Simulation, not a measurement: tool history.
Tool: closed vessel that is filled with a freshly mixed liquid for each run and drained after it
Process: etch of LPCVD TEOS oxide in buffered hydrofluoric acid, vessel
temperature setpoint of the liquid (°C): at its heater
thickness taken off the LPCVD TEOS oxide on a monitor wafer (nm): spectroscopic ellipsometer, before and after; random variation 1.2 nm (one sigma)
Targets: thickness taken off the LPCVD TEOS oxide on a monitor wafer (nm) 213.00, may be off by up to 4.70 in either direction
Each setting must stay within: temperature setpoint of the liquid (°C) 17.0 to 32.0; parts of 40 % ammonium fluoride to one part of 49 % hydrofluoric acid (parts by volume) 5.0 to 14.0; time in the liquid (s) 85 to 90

run  hour  temperature setpoint of the liquid (°C)  parts of 40 % ammonium fluoride to one part of 49 % hydrofluoric acid (parts by volume)  time in the liquid (s)  thickness taken off the LPCVD TEOS oxide on a monitor wafer (nm)
  1   0.0                                     24.0                                                                                      8.5                      85                                                            246.01
  2   2.6                                     25.5                                                                                      8.5                      85                                                            267.04
  3   3.9                                     29.0                                                                                      8.5                      85                                                            321.96
  4   6.3                                     32.0                                                                                      8.5                      85                                                            374.13
  5  10.5                                     32.0                                                                                      8.5                      85                                                            374.47
  6  17.8                                     28.5                                                                                      8.5                      85                                                            311.16
  7  26.8                                     26.5                                                                                      8.5                      85                                                            281.24
  8  29.5                                     25.0                                                                                      8.5                      85                                                            257.55
  9  30.1                                     24.0                                                                                      8.5                      85                                                            243.65
 10  32.0                                     23.0                                                                                      8.5                      85                                                            231.92
 11  37.1                                     22.5                                                                                      8.5                      85                                                            224.11

Next run, 4 choices. One meets every target within its allowed miss, the rest don't. Which?
  A  42.2                                     19.5                                                                                      7.5                      90                                                                 ?
  B  42.2                                     23.5                                                                                      9.0                      90                                                                 ?
  C  42.2                                     20.5                                                                                      8.5                      90                                                                 ?
  D  42.2                                     23.5                                                                                      8.5                      85                                                                 ?

move  thickness taken off the LPCVD TEOS oxide on a monitor wafer (nm)
   A                                                            231.09
   B                                                            236.69
   C                                                            213.40
   D                                                            237.85
A: further off than the last run
B: further off than the last run
C: hits every target within its allowed miss
D: further off than the last run
So the answer is move C, the one that meets all the targets.
